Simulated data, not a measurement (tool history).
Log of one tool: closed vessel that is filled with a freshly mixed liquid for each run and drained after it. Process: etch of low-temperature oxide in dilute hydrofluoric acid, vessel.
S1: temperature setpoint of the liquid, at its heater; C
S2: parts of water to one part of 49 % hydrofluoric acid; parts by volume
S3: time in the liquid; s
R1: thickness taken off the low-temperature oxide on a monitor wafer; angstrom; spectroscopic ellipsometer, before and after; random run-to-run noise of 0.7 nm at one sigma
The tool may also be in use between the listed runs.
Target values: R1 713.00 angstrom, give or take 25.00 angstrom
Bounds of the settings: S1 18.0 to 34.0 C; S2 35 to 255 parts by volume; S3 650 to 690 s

run,hour,S1,S2,S3,R1
1,0.0,26.0,145,650,983.07
2,9.2,24.0,145,650,930.73
3,15.8,24.0,100,650,1375.10
4,19.9,24.0,130,650,1041.20
5,25.7,24.0,130,690,1103.90
6,27.9,23.0,135,690,1001.00
7,29.5,22.5,135,690,995.87
8,30.9,18.5,165,690,667.23

Which single option among these 4 for the next run brings every result within its allowed miss of target? Just one does.
A,32.3,18.0,140,690,?
B,32.3,19.0,160,690,?
C,32.3,20.0,155,685,?
D,32.3,19.0,150,690,?

move,R1
A,787.40
B,703.10
C,753.61
D,757.59
A: takes the biggest miss from the last run beyond its target
B: hits every target within its allowed miss
C: takes the biggest miss from the last run beyond its target
D: takes the biggest miss from the last run beyond its target
Move B is the one to make.

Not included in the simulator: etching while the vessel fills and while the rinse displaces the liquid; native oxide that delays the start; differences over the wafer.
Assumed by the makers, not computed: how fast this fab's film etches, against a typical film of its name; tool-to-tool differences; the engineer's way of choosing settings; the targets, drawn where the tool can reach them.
